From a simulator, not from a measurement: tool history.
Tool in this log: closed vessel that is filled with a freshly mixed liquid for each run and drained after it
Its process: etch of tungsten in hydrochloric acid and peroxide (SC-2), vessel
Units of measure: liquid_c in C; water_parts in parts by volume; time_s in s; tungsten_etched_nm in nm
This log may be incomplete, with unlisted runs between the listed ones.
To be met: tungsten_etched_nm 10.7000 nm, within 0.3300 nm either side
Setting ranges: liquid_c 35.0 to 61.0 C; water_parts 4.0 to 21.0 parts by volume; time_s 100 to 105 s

run    day  liquid_c  water_parts  time_s  tungsten_etched_nm
  1  0.000      45.0         11.5     100              8.2951
  2  0.354      45.0         11.5     105              8.6095
  3  0.692      45.0         11.5     100              8.2827
  4  1.017      45.5         11.5     100              8.5544
  5  1.183      45.5         11.5     100              8.5970
     1.508  -- new drum of peroxide connected
  6  1.508      45.5         11.5     105              9.4016
  7  1.550      46.5         11.5     105             10.1410
  8  1.600      46.5         11.5     105             10.1130
  9  1.842      47.0         11.5     105             10.2580

Which single option among these 4 for the next run brings every result within its allowed miss of target? Just one does.
  A  2.083      43.5          7.5     105                   ?
  B  2.083      46.5         10.0     100                   ?
  C  2.083      51.0         14.0     105                   ?
  D  2.083      45.0          8.5     105                   ?

move  tungsten_etched_nm
   A             11.5180
   B             10.6750
   C             11.3740
   D             11.5590
A: pushes the last run's worst result past its target
B: in spec on every target
C: pushes the last run's worst result past its target
D: pushes the last run's worst result past its target
Go with B: it meets all targets.
